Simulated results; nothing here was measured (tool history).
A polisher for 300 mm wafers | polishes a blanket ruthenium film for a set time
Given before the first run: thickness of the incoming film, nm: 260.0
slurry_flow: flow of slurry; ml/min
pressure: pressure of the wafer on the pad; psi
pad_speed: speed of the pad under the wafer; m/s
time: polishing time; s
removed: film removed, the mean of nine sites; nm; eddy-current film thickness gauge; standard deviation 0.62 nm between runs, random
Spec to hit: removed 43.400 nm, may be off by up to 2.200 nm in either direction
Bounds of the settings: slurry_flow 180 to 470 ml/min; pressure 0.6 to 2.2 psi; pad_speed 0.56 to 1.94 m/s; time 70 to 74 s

run	hour	slurry_flow	pressure	pad_speed	time	removed
1	0.0	300	1.4	1.24	70	69.708
2	5.6	300	1.4	1.24	70	69.140
3	14.6	300	1.4	1.24	74	72.989
4	20.1	300	1.6	1.24	74	83.368
5	25.9	300	1.3	1.22	74	65.591
6	28.4	300	1.1	1.20	74	56.542
7	35.2	300	0.7	1.16	74	36.088
8	41.0	300	0.8	1.16	74	39.570

Which of these 5 next moves meets every target?
A	46.8	295	0.9	1.22	74	?
B	46.8	350	0.8	1.22	74	?
C	46.8	330	0.8	1.16	72	?
D	46.8	325	0.6	1.44	74	?
E	46.8	180	1.0	0.92	70	?

move	removed
A	46.613
B	42.298
C	39.004
D	37.676
E	34.906
A: pushes the last run's worst result past its target
B: in spec on every target
C: moves away from the targets compared with the last run
D: moves away from the targets compared with the last run
E: moves away from the targets compared with the last run
B is the move that brings every result within its allowed miss.
